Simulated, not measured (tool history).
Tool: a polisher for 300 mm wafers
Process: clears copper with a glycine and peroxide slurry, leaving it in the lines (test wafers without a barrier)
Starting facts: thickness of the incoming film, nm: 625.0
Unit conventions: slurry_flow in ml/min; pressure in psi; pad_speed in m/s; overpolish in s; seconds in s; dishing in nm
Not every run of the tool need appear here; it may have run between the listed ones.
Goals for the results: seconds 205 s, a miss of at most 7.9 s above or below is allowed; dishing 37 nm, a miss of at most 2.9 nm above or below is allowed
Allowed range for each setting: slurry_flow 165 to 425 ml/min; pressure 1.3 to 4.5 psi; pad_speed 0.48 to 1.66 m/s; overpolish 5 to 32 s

run  hour  slurry_flow  pressure  pad_speed  overpolish  seconds  dishing
  1     0          275       2.9       1.06          16   113.49   57.134
  2   6.8          275       2.4       1.06          16   128.91    52.92
  3  12.7          325       2.4       1.06          16   125.82   53.678
  4  13.9          325       2.3       1.04          16   129.75   49.698
  5  20.6          320       2.2       1.02          16   137.43   51.525
  6    22          320       2.1          1          16   143.02   47.534
  7  30.6          315         2       0.98          16   151.09   45.762
  8  31.4          310       1.9       0.98          16   157.13   43.951
  9  33.5          305       1.8       0.98          16    161.1   41.649
 10  39.1          300       1.7       0.98          16   165.19   41.654
 11    48          295       1.7       0.96          16   170.68   41.172
 12  49.9          290       1.7       0.96          16   169.29   42.518

Below are 4 possible settings for the next run. Only one of them brings all results inside the allowed miss of their targets. Which is it?
  A  51.8          275       1.7       0.78          18        ?        ?
  B  51.8          290         2        1.1          18        ?        ?
  C  51.8          250       2.1       0.54          17        ?        ?
  D  51.8          285       1.7       1.04          13        ?        ?

move  seconds  dishing
   A   193.53   40.058
   B   143.32   51.954
   C   207.41   36.083
   D    164.2   34.482
A: better than the last run, though not everything is in spec
B: the biggest miss grows against the last run
C: every result within its allowed miss
D: the biggest miss grows against the last run
Answer: C

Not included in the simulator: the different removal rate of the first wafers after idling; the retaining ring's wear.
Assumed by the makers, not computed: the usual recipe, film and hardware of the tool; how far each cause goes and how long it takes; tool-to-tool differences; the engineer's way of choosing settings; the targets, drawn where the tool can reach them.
